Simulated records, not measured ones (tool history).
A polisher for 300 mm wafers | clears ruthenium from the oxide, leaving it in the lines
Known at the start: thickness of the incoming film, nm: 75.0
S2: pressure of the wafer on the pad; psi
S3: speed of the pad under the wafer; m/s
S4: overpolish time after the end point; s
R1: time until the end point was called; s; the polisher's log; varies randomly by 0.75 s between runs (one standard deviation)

{"run": 1, "hour": 0.0, "flow of slurry (ml/min)": 200, "S2": 1.6, "S3": 1.1, "S4": 9, "R1": 82.09}
{"run": 2, "hour": 1.1, "flow of slurry (ml/min)": 200, "S2": 1.7, "S3": 1.1, "S4": 9, "R1": 81.145}
{"run": 3, "hour": 6.0, "flow of slurry (ml/min)": 200, "S2": 1.8, "S3": 1.12, "S4": 9, "R1": 74.713}
{"run": 4, "hour": 12.4, "flow of slurry (ml/min)": 200, "S2": 1.9, "S3": 1.12, "S4": 9, "R1": 72.727}
{"run": 5, "hour": 18.3, "flow of slurry (ml/min)": 200, "S2": 2, "S3": 1.12, "S4": 9, "R1": 70.135}
{"run": 6, "hour": 18.9, "flow of slurry (ml/min)": 200, "S2": 2.1, "S3": 1.14, "S4": 9, "R1": 66.973}

For run 7, what comes out?
{"run": 7, "hour": 20.4, "flow of slurry (ml/min)": 200, "S2": 2.2, "S3": 1.16, "S4": 9, "R1": "?"}

{"run 7": {"R1": 64.048}}
